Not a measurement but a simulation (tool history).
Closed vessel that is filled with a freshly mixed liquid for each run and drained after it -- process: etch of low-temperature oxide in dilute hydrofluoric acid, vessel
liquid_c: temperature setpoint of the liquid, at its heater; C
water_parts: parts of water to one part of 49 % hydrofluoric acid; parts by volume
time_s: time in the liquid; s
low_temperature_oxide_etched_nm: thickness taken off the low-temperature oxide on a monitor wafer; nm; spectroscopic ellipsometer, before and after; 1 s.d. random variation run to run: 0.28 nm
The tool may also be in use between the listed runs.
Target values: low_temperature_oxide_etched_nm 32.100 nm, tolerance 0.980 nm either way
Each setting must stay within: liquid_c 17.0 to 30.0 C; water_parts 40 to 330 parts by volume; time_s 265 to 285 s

run,hour,liquid_c,water_parts,time_s,low_temperature_oxide_etched_nm
1,0.0,22.0,185,265,39.495
2,3.0,24.5,185,265,43.232
3,5.7,23.0,185,265,41.297
4,8.4,22.0,185,265,39.493
5,13.2,25.0,185,265,44.484
6,15.0,23.5,185,265,42.546
7,20.7,22.5,185,265,40.806
8,29.3,21.5,185,265,39.269
9,36.4,20.5,185,265,37.218

Below are 5 possible settings for the next run. Only one of them brings all results inside the allowed miss of their targets. Which is it?
A,43.5,20.0,205,265,?
B,43.5,19.5,205,280,?
C,43.5,21.5,235,275,?
D,43.5,20.0,225,275,?
E,43.5,17.5,205,270,?

move,low_temperature_oxide_etched_nm
A,32.850
B,34.046
C,30.565
D,30.465
E,30.358
A: in spec on every target
B: moves toward the targets from the last run without getting all of them in spec
C: the result that was furthest off in the last run now lies on the other side of its target
D: the result that was furthest off in the last run now lies on the other side of its target
E: the result that was furthest off in the last run now lies on the other side of its target
Correct choice: A, which meets every target
